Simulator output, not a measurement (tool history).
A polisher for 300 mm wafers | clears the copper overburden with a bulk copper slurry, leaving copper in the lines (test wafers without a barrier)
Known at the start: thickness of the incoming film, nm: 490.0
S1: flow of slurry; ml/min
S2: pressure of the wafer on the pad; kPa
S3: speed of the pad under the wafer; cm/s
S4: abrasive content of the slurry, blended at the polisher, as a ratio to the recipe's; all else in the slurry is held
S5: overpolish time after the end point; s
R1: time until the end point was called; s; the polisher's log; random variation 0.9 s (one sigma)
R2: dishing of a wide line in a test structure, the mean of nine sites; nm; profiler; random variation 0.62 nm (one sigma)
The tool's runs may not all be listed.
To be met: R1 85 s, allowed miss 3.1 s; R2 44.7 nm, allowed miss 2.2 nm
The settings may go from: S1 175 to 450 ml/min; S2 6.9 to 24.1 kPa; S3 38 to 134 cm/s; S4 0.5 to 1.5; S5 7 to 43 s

{"run": 1, "hour": 0.0, "S1": 290, "S2": 15.2, "S3": 86, "S4": 1, "S5": 22, "R1": 67.349, "R2": 49.731}
{"run": 2, "hour": 8.9, "S1": 220, "S2": 15.2, "S3": 86, "S4": 1, "S5": 22, "R1": 70.988, "R2": 49.046}
{"run": 3, "hour": 11.4, "S1": 220, "S2": 15.2, "S3": 86, "S4": 1.1, "S5": 22, "R1": 69.62, "R2": 49.627}
{"run": 4, "hour": 17.1, "S1": 180, "S2": 15.2, "S3": 86, "S4": 1.1, "S5": 22, "R1": 71.567, "R2": 49.865}
{"run": 5, "hour": 20.3, "S1": 180, "S2": 14.5, "S3": 86, "S4": 1.1, "S5": 22, "R1": 74.071, "R2": 48.139}
{"run": 6, "hour": 26.7, "S1": 180, "S2": 14.5, "S3": 108, "S4": 1.1, "S5": 22, "R1": 61.902, "R2": 50.92}
{"run": 7, "hour": 29.7, "S1": 180, "S2": 13.8, "S3": 108, "S4": 1.1, "S5": 22, "R1": 66.783, "R2": 50.06}
{"run": 8, "hour": 31.4, "S1": 180, "S2": 13.8, "S3": 108, "S4": 1.1, "S5": 22, "R1": 65.326, "R2": 49.215}
{"run": 9, "hour": 37.2, "S1": 180, "S2": 9.7, "S3": 106, "S4": 1.1, "S5": 23, "R1": 93.994, "R2": 43.342}
{"run": 10, "hour": 40.7, "S1": 180, "S2": 9.7, "S3": 106, "S4": 1.1, "S5": 23, "R1": 93.482, "R2": 43.69}
{"run": 11, "hour": 42.8, "S1": 180, "S2": 9.7, "S3": 106, "S4": 1.1, "S5": 23, "R1": 92.508, "R2": 43.949}
{"run": 12, "hour": 45.6, "S1": 185, "S2": 9.7, "S3": 106, "S4": 1.1, "S5": 23, "R1": 93.252, "R2": 43.375}
{"run": 13, "hour": 52.1, "S1": 190, "S2": 9.7, "S3": 106, "S4": 1.1, "S5": 23, "R1": 92.685, "R2": 42.654}
{"run": 14, "hour": 56.9, "S1": 195, "S2": 9.7, "S3": 106, "S4": 1.1, "S5": 23, "R1": 91.184, "R2": 44.061}
{"run": 15, "hour": 61.4, "S1": 200, "S2": 9.7, "S3": 106, "S4": 1.1, "S5": 23, "R1": 91.699, "R2": 43.263}
{"run": 16, "hour": 66.2, "S1": 205, "S2": 9.7, "S3": 106, "S4": 1.1, "S5": 23, "R1": 90.282, "R2": 45.094}
{"run": 17, "hour": 73.5, "S1": 210, "S2": 9.7, "S3": 106, "S4": 1.1, "S5": 22, "R1": 89.803, "R2": 42.025}

4 next moves are on the table. One of them brings every result within its allowed miss. Which?
{"run": "A", "hour": 80.8, "S1": 175, "S2": 10.3, "S3": 98, "S4": 1.2, "S5": 18, "R1": "?", "R2": "?"}
{"run": "B", "hour": 80.8, "S1": 335, "S2": 9.7, "S3": 106, "S4": 1.15, "S5": 24, "R1": "?", "R2": "?"}
{"run": "C", "hour": 80.8, "S1": 195, "S2": 10.3, "S3": 108, "S4": 1.2, "S5": 17, "R1": "?", "R2": "?"}
{"run": "D", "hour": 80.8, "S1": 265, "S2": 9.7, "S3": 116, "S4": 1.2, "S5": 14, "R1": "?", "R2": "?"}

move=A R1=91.637 R2=39.363
move=B R1=85.326 R2=44.902
move=C R1=83.614 R2=39.991
move=D R1=80.785 R2=36.761
A: further off than the last run
B: meets every target
C: brings the result that was furthest off to its target, and leaves another outside
D: takes the result that was furthest off past its target
Answer: B
